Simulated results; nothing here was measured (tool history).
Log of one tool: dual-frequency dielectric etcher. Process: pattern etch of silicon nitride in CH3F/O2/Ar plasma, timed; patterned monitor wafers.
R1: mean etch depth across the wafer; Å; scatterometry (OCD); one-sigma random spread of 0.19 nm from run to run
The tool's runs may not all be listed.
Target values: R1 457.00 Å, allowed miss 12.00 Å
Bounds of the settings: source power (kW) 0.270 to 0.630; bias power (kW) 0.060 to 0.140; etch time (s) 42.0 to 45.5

run 1 day=0.000 | source_power_(kW)=0.450 bias_power_(kW)=0.100 etch_time_(s)=45.5 | R1=403.39
run 2 day=0.054 | source_power_(kW)=0.450 bias_power_(kW)=0.085 etch_time_(s)=45.5 | R1=381.19
run 3 day=0.279 | source_power_(kW)=0.480 bias_power_(kW)=0.085 etch_time_(s)=45.5 | R1=398.34
run 4 day=0.654 | source_power_(kW)=0.510 bias_power_(kW)=0.087 etch_time_(s)=45.5 | R1=408.23
run 5 day=0.950 | source_power_(kW)=0.540 bias_power_(kW)=0.089 etch_time_(s)=45.5 | R1=423.27
run 6 day=0.988 | source_power_(kW)=0.540 bias_power_(kW)=0.072 etch_time_(s)=45.5 | R1=401.16
run 7 day=1.312 | source_power_(kW)=0.570 bias_power_(kW)=0.076 etch_time_(s)=45.5 | R1=416.08
run 8 day=1.371 | source_power_(kW)=0.590 bias_power_(kW)=0.080 etch_time_(s)=45.5 | R1=430.35
run 9 day=1.479 | source_power_(kW)=0.600 bias_power_(kW)=0.082 etch_time_(s)=45.5 | R1=433.22
run 10 day=1.675 | source_power_(kW)=0.610 bias_power_(kW)=0.085 etch_time_(s)=45.5 | R1=442.03

Pick the move, out of 5, that brings all results within their allowed miss; only one does.
run A day=1.871 | source_power_(kW)=0.620 bias_power_(kW)=0.097 etch_time_(s)=42.0 | R1=?
run B day=1.871 | source_power_(kW)=0.620 bias_power_(kW)=0.087 etch_time_(s)=43.5 | R1=?
run C day=1.871 | source_power_(kW)=0.630 bias_power_(kW)=0.106 etch_time_(s)=43.5 | R1=?
run D day=1.871 | source_power_(kW)=0.610 bias_power_(kW)=0.081 etch_time_(s)=45.5 | R1=?
run E day=1.871 | source_power_(kW)=0.630 bias_power_(kW)=0.090 etch_time_(s)=43.5 | R1=?

move=A R1=424.18
move=B R1=427.51
move=C R1=452.82
move=D R1=436.34
move=E R1=434.19
A: misses by more than the last run did
B: misses by more than the last run did
C: hits every target within its allowed miss
D: misses by more than the last run did
E: misses by more than the last run did
Move C is the one to make.
